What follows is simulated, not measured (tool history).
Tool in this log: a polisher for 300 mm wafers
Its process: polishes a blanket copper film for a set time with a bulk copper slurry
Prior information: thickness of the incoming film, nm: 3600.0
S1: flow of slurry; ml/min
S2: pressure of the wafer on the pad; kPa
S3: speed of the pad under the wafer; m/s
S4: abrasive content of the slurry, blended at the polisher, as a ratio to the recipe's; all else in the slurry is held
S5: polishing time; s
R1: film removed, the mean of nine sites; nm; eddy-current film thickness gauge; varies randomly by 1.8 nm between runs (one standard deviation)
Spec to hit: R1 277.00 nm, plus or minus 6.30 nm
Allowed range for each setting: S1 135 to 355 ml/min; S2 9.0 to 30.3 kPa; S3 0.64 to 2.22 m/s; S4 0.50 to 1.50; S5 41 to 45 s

{"run": 1, "hour": 0.0, "S1": 225, "S2": 19.3, "S3": 1.42, "S4": 1.0, "S5": 45, "R1": 534.08}
{"run": 2, "hour": 2.7, "S1": 220, "S2": 17.2, "S3": 1.4, "S4": 1.0, "S5": 45, "R1": 475.97}
{"run": 3, "hour": 7.7, "S1": 220, "S2": 17.2, "S3": 1.4, "S4": 1.1, "S5": 45, "R1": 481.5}
{"run": 4, "hour": 10.3, "S1": 215, "S2": 15.9, "S3": 1.38, "S4": 1.1, "S5": 45, "R1": 440.98}
{"run": 5, "hour": 15.7, "S1": 210, "S2": 14.5, "S3": 1.36, "S4": 1.1, "S5": 45, "R1": 401.11}
{"run": 6, "hour": 20.3, "S1": 235, "S2": 14.5, "S3": 1.36, "S4": 1.1, "S5": 45, "R1": 401.99}
{"run": 7, "hour": 21.1, "S1": 235, "S2": 13.8, "S3": 1.34, "S4": 1.1, "S5": 45, "R1": 381.71}
{"run": 8, "hour": 26.2, "S1": 235, "S2": 13.1, "S3": 1.32, "S4": 1.1, "S5": 45, "R1": 361.11}
{"run": 9, "hour": 33.9, "S1": 235, "S2": 12.4, "S3": 1.32, "S4": 1.1, "S5": 45, "R1": 343.71}
{"run": 10, "hour": 35.3, "S1": 235, "S2": 11.7, "S3": 1.32, "S4": 1.1, "S5": 45, "R1": 320.42}
{"run": 11, "hour": 41.0, "S1": 235, "S2": 11.0, "S3": 1.32, "S4": 1.1, "S5": 45, "R1": 306.13}
{"run": 12, "hour": 49.3, "S1": 230, "S2": 10.3, "S3": 1.32, "S4": 1.1, "S5": 45, "R1": 289.09}
{"run": 13, "hour": 50.1, "S1": 225, "S2": 10.3, "S3": 1.32, "S4": 1.1, "S5": 45, "R1": 284.92}

Next run, 4 choices. One meets every target within its allowed miss, the rest don't. Which?
{"run": "A", "hour": 50.9, "S1": 210, "S2": 11.7, "S3": 1.04, "S4": 1.05, "S5": 45, "R1": "?"}
{"run": "B", "hour": 50.9, "S1": 220, "S2": 11.0, "S3": 1.4, "S4": 1.0, "S5": 42, "R1": "?"}
{"run": "C", "hour": 50.9, "S1": 270, "S2": 13.1, "S3": 0.92, "S4": 1.25, "S5": 41, "R1": "?"}
{"run": "D", "hour": 50.9, "S1": 145, "S2": 13.1, "S3": 1.1, "S4": 1.25, "S5": 41, "R1": "?"}

move=A R1=263.88
move=B R1=288.77
move=C R1=263.18
move=D R1=275.91
A: carries the result that was furthest off beyond its target, to the other side
B: further off than the last run
C: carries the result that was furthest off beyond its target, to the other side
D: hits every target within its allowed miss
The right move is D.

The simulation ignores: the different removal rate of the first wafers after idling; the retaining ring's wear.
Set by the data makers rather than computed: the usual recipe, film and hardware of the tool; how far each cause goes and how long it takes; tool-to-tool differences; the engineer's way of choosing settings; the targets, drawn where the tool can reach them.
